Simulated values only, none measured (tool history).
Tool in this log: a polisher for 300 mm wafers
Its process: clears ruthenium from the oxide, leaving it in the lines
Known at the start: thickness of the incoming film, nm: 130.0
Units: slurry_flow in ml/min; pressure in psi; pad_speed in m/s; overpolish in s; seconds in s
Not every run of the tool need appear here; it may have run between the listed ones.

run	hour	slurry_flow	pressure	pad_speed	overpolish	seconds
1	0.0	280	1.8	1.14	34	145.72
2	7.3	280	1.4	1.14	34	184.66
3	15.8	280	1.4	1.14	36	185.77
4	23.5	280	1.8	1.16	36	142.41
5	24.5	280	1.8	0.94	36	178.63
6	33.4	280	2.1	0.96	36	150.63

The next listed run, before its measurement:
7	42.0	285	2.6	1.12	36	?

{"run 7": {"seconds": 104.61}}

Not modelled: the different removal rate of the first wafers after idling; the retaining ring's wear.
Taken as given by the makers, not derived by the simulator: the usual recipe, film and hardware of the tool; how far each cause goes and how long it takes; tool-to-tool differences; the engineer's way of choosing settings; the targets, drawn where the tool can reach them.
